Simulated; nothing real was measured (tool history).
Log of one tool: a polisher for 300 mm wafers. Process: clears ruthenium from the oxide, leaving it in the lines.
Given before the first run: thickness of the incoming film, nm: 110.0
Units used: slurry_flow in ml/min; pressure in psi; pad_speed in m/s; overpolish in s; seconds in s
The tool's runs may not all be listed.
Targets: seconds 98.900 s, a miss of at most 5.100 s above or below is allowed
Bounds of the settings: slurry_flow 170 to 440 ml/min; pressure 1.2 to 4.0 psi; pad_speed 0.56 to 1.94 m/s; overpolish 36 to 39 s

run	day	slurry_flow	pressure	pad_speed	overpolish	seconds
1	0.000	280	2.6	1.24	36	74.075
2	0.229	280	2.5	1.24	36	77.793
3	0.354	225	2.5	1.24	36	76.352
4	0.383	225	2.4	1.24	36	78.153
5	0.467	225	2.3	1.24	36	81.140
# day 0.767: slurry nozzle cleaned
6	0.767	225	2.2	1.24	36	80.721
7	0.862	225	2.1	1.22	36	86.722
8	1.112	225	2.0	1.22	36	86.765
9	1.446	225	1.9	1.22	36	92.085

Consider the 4 candidate settings below. Which is the only one whose results all fall within their allowed miss of target?
A	1.779	255	1.7	1.48	39	?
B	1.779	220	1.9	1.36	36	?
C	1.779	205	1.9	1.30	36	?
D	1.779	270	1.9	1.10	36	?

move	seconds
A	81.348
B	82.977
C	87.113
D	100.560
A: further off than the last run
B: further off than the last run
C: further off than the last run
D: every result lands within tolerance
D is the move that brings every result within its allowed miss.

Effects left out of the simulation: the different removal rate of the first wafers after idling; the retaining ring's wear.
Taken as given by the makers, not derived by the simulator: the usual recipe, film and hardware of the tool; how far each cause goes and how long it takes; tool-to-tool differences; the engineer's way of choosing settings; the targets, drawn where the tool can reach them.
